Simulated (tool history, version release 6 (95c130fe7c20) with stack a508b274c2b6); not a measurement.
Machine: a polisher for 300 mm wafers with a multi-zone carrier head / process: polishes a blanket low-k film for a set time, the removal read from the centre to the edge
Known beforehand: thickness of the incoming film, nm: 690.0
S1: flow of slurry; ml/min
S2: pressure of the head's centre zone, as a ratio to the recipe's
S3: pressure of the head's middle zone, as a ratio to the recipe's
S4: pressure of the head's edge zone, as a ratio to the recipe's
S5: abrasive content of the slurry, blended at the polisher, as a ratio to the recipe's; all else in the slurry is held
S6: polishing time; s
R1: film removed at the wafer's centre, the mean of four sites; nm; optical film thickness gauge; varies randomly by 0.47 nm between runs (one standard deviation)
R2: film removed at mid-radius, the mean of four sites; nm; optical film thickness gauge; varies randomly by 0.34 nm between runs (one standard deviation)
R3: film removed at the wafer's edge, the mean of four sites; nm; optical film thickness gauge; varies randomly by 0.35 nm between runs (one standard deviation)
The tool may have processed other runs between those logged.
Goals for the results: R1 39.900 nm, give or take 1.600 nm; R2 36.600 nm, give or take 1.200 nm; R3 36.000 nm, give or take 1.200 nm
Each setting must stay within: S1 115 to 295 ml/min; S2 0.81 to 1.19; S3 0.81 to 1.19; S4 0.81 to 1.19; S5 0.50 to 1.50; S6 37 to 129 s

run	hour	S1	S2	S3	S4	S5	S6	R1	R2	R3
1	0.0	190	1.00	1.00	1.00	1.00	83	44.773	46.213	45.488
2	0.8	185	1.01	0.98	0.97	0.95	83	44.479	44.502	43.606
3	3.4	180	1.01	0.96	0.95	0.90	83	42.803	42.479	41.729
4	9.0	215	1.01	0.96	0.95	0.90	83	44.408	44.136	42.761
5	16.4	205	1.01	0.94	0.93	0.85	83	43.233	41.938	41.114
6	18.9	205	1.06	0.94	0.93	0.85	83	44.970	41.304	40.176
7	20.0	195	1.05	0.93	0.92	0.85	83	44.437	40.496	40.221
8	20.6	185	1.04	0.93	0.90	0.85	83	43.880	40.674	39.740
9	21.6	180	1.04	0.92	0.89	0.80	83	42.224	38.909	39.308
10	25.1	170	1.07	0.95	0.81	0.65	81	38.542	35.675	32.971
11	30.8	175	1.07	0.95	0.83	0.65	81	38.783	35.722	34.042
12	37.8	180	1.07	0.95	0.84	0.65	81	38.810	35.783	33.818
13	45.5	185	1.06	0.94	0.93	0.75	81	40.467	37.865	36.990
14	50.5	180	1.06	0.94	0.93	0.75	81	41.018	37.577	36.911
15	52.8	175	1.06	0.94	0.93	0.75	81	41.210	37.055	37.065

Exactly one of the 4 candidate moves below puts every result within its allowed miss. Which one?
A	55.1	130	1.03	0.95	0.96	0.75	86	?	?	?
B	55.1	130	1.10	0.88	0.93	0.75	84	?	?	?
C	55.1	170	1.09	0.97	0.96	0.70	80	?	?	?
D	55.1	170	1.15	0.91	0.92	0.70	84	?	?	?

move	R1	R2	R3
A	40.665	38.548	39.946
B	42.418	35.317	38.476
C	40.236	36.504	36.870
D	44.571	36.328	37.980
A: further off than the last run
B: further off than the last run
C: meets every target
D: further off than the last run
The right move is C.
